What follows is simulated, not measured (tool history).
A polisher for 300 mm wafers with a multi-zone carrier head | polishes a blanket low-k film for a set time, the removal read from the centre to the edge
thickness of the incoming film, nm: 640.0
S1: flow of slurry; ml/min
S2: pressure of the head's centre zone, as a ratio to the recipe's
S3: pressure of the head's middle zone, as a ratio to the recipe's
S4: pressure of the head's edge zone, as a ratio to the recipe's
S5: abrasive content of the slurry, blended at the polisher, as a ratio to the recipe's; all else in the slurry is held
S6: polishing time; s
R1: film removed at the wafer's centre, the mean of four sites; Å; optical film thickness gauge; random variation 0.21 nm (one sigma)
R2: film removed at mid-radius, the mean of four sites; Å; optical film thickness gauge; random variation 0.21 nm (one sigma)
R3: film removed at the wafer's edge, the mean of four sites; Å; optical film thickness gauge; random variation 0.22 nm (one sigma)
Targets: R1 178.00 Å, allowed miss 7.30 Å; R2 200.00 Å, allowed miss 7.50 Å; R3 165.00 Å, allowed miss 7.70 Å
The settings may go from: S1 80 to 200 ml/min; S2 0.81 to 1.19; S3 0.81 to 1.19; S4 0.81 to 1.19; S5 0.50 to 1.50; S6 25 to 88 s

run	day	S1	S2	S3	S4	S5	S6	R1	R2	R3
1	0.000	130	1.00	1.00	1.00	1.00	56	341.39	337.31	340.61
2	0.362	130	0.99	1.04	0.95	0.85	48	272.60	277.15	258.71
3	0.617	130	0.99	1.04	0.95	0.75	48	255.66	258.60	244.13
4	0.812	125	0.97	1.06	0.91	0.65	45	215.16	222.72	208.28
5	1.100	125	0.97	1.06	0.91	0.65	57	269.40	291.92	265.91
6	1.362	140	0.97	1.06	0.91	0.65	57	281.89	292.63	269.44
7	1.658	130	0.97	1.13	0.81	0.50	41	170.32	189.66	159.30
8	1.762	135	0.97	1.14	0.82	0.50	41	171.45	191.57	154.73
9	1.838	135	0.96	1.14	0.84	0.50	41	174.45	193.77	160.20
10	1.954	135	0.95	1.14	0.85	0.50	41	170.51	190.83	163.74

4 next moves are on the table. One of them brings every result within its allowed miss. Which?
A	2.071	165	0.98	1.17	0.88	0.85	30	?	?	?
B	2.071	130	0.92	1.11	0.92	0.60	41	?	?	?
C	2.071	125	0.85	1.16	0.82	0.50	44	?	?	?
D	2.071	145	1.01	1.04	0.91	0.50	40	?	?	?

move	R1	R2	R3
A	177.41	200.02	165.89
B	181.53	206.34	185.47
C	163.34	204.40	168.24
D	174.88	175.01	164.50
A: meets every target
B: brings the result that was furthest off to its target, and leaves another outside
C: brings the result that was furthest off to its target, and leaves another outside
D: further off than the last run
The right move is A.

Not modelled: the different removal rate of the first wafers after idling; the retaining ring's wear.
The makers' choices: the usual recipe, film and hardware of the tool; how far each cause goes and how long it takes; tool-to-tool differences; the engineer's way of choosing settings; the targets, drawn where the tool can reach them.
